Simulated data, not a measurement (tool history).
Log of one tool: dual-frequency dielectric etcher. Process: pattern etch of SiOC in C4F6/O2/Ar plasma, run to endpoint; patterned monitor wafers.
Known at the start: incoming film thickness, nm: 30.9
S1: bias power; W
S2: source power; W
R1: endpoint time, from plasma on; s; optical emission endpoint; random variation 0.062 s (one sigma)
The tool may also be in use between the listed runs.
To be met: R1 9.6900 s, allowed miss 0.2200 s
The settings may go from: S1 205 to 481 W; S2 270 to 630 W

Run 1, hour 0.0: S1 343 W, S2 450 W. Result: R1 11.0090 s.
Run 2, hour 6.5: S1 343 W, S2 500 W. Result: R1 10.8790 s.
Run 3, hour 8.6: S1 343 W, S2 440 W. Result: R1 11.1520 s.
Run 4, hour 9.2: S1 343 W, S2 500 W. Result: R1 10.8800 s.
Run 5, hour 14.0: S1 356 W, S2 510 W. Result: R1 10.6490 s.
Run 6, hour 22.6: S1 366 W, S2 510 W. Result: R1 10.6110 s.
Run 7, hour 27.2: S1 377 W, S2 520 W. Result: R1 10.4360 s.
Run 8, hour 28.6: S1 386 W, S2 520 W. Result: R1 10.1240 s.

Which of these 4 next moves meets every target?
Run A, hour 30.0: S1 343 W, S2 560 W. Result: R1 ?.
Run B, hour 30.0: S1 427 W, S2 540 W. Result: R1 ?.
Run C, hour 30.0: S1 389 W, S2 540 W. Result: R1 ?.
Run D, hour 30.0: S1 350 W, S2 530 W. Result: R1 ?.

move       R1
   A  10.5690
   B   9.7963
   C  10.1620
   D  10.6410
A: further off than the last run
B: meets every target
C: further off than the last run
D: further off than the last run
Move B is the one to make.
